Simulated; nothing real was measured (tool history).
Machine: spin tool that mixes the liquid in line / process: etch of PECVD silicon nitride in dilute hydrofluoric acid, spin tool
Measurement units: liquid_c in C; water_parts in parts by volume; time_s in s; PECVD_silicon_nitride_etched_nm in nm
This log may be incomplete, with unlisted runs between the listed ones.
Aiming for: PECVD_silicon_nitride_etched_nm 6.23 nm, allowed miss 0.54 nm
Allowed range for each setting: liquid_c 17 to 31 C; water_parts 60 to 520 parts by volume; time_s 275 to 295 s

run  hour  liquid_c  water_parts  time_s  PECVD_silicon_nitride_etched_nm
  1     0        23          290     275                           2.4608
  2   1.9      20.5          290     275                            2.059
  3  10.1      23.5          290     275                           2.4324
  4    18      24.5          245     280                           3.1545
  5  21.8      25.5          220     280                           3.9539
  6  28.1      26.5          210     280                           4.4051
  7  36.7      27.5          205     280                           4.6317
  8  44.8        28          195     280                            4.999
  9  47.6      28.5          190     280                           5.4133
 10  53.9        29          190     280                           5.6769
 11  62.1        29          190     280                           5.6276

Of the 4 settings listed for the next run, only one would bring every result within its allowed miss of target. Which one?
  A  70.3        28          185     275                                ?
  B  70.3      28.5          230     275                                ?
  C  70.3        31          195     290                                ?
  D  70.3        28          200     285                                ?

move  PECVD_silicon_nitride_etched_nm
   A                           5.3687
   B                           4.4398
   C                           6.4318
   D                           5.1428
A: further off than the last run
B: further off than the last run
C: every result lands within tolerance
D: further off than the last run
The right move is C.
